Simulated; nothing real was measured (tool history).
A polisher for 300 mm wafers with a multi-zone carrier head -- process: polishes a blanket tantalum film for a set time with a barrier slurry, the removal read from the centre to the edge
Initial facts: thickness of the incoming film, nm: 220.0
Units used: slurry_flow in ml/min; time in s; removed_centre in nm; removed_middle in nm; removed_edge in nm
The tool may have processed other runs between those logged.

Run 1, hour 0: slurry_flow 285 ml/min, centre_zone 1, middle_zone 1, edge_zone 1, slurry_solids 1, time 44 s. Result: removed_centre 41.194 nm, removed_middle 41.246 nm, removed_edge 40.689 nm.
Run 2, hour 8.9: slurry_flow 285 ml/min, centre_zone 1, middle_zone 1, edge_zone 1, slurry_solids 1, time 54 s. Result: removed_centre 50.624 nm, removed_middle 50.283 nm, removed_edge 50.076 nm.
Run 3, hour 13.5: slurry_flow 320 ml/min, centre_zone 1, middle_zone 1, edge_zone 1, slurry_solids 1, time 54 s. Result: removed_centre 51.246 nm, removed_middle 51.252 nm, removed_edge 49.962 nm.
Run 4, hour 21.3: slurry_flow 320 ml/min, centre_zone 0.95, middle_zone 1, edge_zone 1, slurry_solids 1, time 54 s. Result: removed_centre 48.549 nm, removed_middle 51.189 nm, removed_edge 50.244 nm.
Run 5, hour 27.7: slurry_flow 320 ml/min, centre_zone 0.95, middle_zone 1, edge_zone 1, slurry_solids 1.15, time 54 s. Result: removed_centre 49.376 nm, removed_middle 52.871 nm, removed_edge 51.366 nm.
Run 6, hour 30.8: slurry_flow 320 ml/min, centre_zone 0.95, middle_zone 1, edge_zone 1, slurry_solids 1.15, time 62 s. Result: removed_centre 57.918 nm, removed_middle 60.315 nm, removed_edge 59.775 nm.
Run 7, hour 33.7: slurry_flow 330 ml/min, centre_zone 0.96, middle_zone 1, edge_zone 0.98, slurry_solids 1.05, time 59 s. Result: removed_centre 54.076 nm, removed_middle 57.232 nm, removed_edge 54.296 nm.

For run 8, what comes out?
Run 8, hour 41.6: slurry_flow 340 ml/min, centre_zone 0.96, middle_zone 0.98, edge_zone 0.96, slurry_solids 0.95, time 58 s. Result: removed_centre ?, removed_middle ?, removed_edge ?.

Run 8 produced removed_centre 53.839 nm, removed_middle 53.742 nm, removed_edge 51.757 nm.

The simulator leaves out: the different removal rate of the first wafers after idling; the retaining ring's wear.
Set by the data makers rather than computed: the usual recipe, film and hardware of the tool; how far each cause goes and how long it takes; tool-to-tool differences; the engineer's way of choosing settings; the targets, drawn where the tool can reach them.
